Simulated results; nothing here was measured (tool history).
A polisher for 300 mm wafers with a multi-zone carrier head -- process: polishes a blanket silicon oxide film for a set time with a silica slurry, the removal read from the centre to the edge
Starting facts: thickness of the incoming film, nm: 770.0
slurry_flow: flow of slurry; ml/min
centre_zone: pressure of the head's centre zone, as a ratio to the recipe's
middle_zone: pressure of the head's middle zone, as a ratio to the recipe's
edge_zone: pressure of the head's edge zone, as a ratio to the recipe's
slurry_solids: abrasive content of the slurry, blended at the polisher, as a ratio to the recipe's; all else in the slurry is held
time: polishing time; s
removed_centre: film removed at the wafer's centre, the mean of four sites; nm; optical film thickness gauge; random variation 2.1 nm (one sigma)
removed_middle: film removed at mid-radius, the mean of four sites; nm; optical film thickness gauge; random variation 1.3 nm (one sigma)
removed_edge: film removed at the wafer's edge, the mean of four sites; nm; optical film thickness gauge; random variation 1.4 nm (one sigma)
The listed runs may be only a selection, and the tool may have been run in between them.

run,hour,slurry_flow,centre_zone,middle_zone,edge_zone,slurry_solids,time,removed_centre,removed_middle,removed_edge
1,0,150,1,1,1,1,71,258.18,251.63,253.37
2,5.6,150,1,1.06,1,1,71,255.69,267.39,250.95
3,9.4,150,1.01,1.04,0.98,0.9,67,227.83,232.87,227.29
4,16.1,155,1.04,1.04,0.95,0.85,62,214.25,208.2,199.55
5,24.4,155,1.04,1.04,1,0.85,62,215.72,213.01,203.32
6,25.5,155,1.04,1.04,1,0.95,62,230.81,223.06,210.95
7,34.5,155,1.06,1.04,0.99,0.85,59,205.33,200.29,194.47
8,41.5,195,1.16,0.98,0.89,0.6,39,120.31,104.1,97.66
9,45.8,195,1.17,0.99,0.92,0.65,39,131.5,108.7,107

Expected results for the next run?
10,48.5,215,1.18,1.09,1.02,0.7,39,?,?,?

{"run 10": {"removed_centre": 141.25, "removed_middle": 126.32, "removed_edge": 118.26}}
